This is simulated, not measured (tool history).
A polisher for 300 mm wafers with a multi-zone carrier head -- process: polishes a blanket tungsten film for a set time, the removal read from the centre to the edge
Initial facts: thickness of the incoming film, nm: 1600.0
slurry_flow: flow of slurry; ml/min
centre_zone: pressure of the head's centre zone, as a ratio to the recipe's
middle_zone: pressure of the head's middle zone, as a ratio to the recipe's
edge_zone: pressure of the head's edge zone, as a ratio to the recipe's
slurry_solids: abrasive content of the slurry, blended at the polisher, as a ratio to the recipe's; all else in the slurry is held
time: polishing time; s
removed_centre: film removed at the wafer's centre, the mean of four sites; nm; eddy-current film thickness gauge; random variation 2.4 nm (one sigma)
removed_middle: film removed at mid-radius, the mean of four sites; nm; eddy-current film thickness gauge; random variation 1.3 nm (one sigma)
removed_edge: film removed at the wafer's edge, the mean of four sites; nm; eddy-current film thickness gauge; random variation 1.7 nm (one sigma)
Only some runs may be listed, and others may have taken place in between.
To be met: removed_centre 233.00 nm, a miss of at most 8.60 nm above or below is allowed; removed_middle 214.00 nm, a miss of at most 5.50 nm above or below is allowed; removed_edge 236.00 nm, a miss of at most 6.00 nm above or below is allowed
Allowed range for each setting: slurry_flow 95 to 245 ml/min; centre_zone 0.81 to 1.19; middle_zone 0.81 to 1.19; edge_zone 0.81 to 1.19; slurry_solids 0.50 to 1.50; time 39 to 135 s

| run | hour | slurry_flow | centre_zone | middle_zone | edge_zone | slurry_solids | time | removed_centre | removed_middle | removed_edge |
|---|---|---|---|---|---|---|---|---|---|---|
| 1 | 0.0 | 155 | 1.00 | 1.00 | 1.00 | 1.00 | 87 | 323.49 | 327.12 | 327.40 |
| 2 | 3.8 | 155 | 1.00 | 1.00 | 1.00 | 1.00 | 80 | 302.74 | 301.57 | 308.35 |
| 3 | 11.3 | 170 | 1.00 | 1.00 | 1.00 | 1.00 | 80 | 308.25 | 306.27 | 307.34 |
| 4 | 18.4 | 165 | 0.99 | 0.97 | 0.98 | 0.90 | 79 | 283.33 | 284.13 | 294.17 |
| 5 | 25.5 | 165 | 0.95 | 0.97 | 0.98 | 0.90 | 79 | 280.37 | 285.99 | 289.37 |
| 6 | 29.5 | 165 | 0.95 | 0.97 | 1.06 | 0.90 | 79 | 278.31 | 286.05 | 302.06 |
| 7 | 37.0 | 165 | 0.96 | 0.95 | 1.02 | 0.85 | 78 | 272.31 | 270.90 | 286.43 |
| 8 | 42.9 | 160 | 0.96 | 0.93 | 0.99 | 0.80 | 78 | 266.90 | 265.59 | 275.16 |
| 9 | 49.7 | 115 | 0.98 | 0.83 | 0.97 | 0.55 | 75 | 218.15 | 189.77 | 226.24 |
| 10 | 56.5 | 125 | 0.98 | 0.84 | 0.97 | 0.55 | 75 | 224.74 | 195.14 | 227.87 |
| 11 | 63.9 | 130 | 0.97 | 0.84 | 0.97 | 0.55 | 75 | 219.65 | 197.47 | 229.21 |
| 12 | 64.5 | 135 | 0.97 | 0.84 | 0.97 | 0.55 | 75 | 225.18 | 199.76 | 231.79 |
| 13 | 72.8 | 140 | 0.97 | 0.84 | 0.97 | 0.55 | 75 | 226.47 | 202.38 | 233.85 |
| 14 | 81.1 | 145 | 0.97 | 0.84 | 0.96 | 0.55 | 75 | 224.03 | 203.68 | 233.26 |
| 15 | 82.0 | 150 | 0.97 | 0.84 | 0.96 | 0.55 | 75 | 227.44 | 204.25 | 233.43 |
| 16 | 83.9 | 155 | 0.97 | 0.84 | 0.96 | 0.55 | 75 | 229.29 | 204.92 | 235.83 |
| 17 | 92.3 | 155 | 0.97 | 0.84 | 0.96 | 0.55 | 75 | 232.59 | 206.03 | 235.61 |

Of the 5 settings listed for the next run, only one would bring every result within its allowed miss of target. Which one?
| A | 100.7 | 135 | 0.98 | 0.87 | 0.92 | 0.50 | 80 | ? | ? | ? |
| B | 100.7 | 145 | 0.95 | 0.82 | 1.00 | 0.50 | 76 | ? | ? | ? |
| C | 100.7 | 160 | 0.99 | 0.81 | 0.98 | 0.50 | 79 | ? | ? | ? |
| D | 100.7 | 140 | 0.99 | 0.82 | 1.06 | 0.55 | 74 | ? | ? | ? |
| E | 100.7 | 105 | 1.08 | 0.86 | 0.91 | 0.55 | 78 | ? | ? | ? |

| move | removed_centre | removed_middle | removed_edge |
|---|---|---|---|
| A | 237.04 | 212.69 | 236.60 |
| B | 222.30 | 195.43 | 234.04 |
| C | 245.62 | 204.97 | 244.94 |
| D | 230.13 | 194.62 | 238.61 |
| E | 243.20 | 198.65 | 226.71 |
A: meets every target
B: its largest miss is bigger than the last run's
C: its largest miss is bigger than the last run's
D: its largest miss is bigger than the last run's
E: its largest miss is bigger than the last run's
Go with A: it meets all targets.
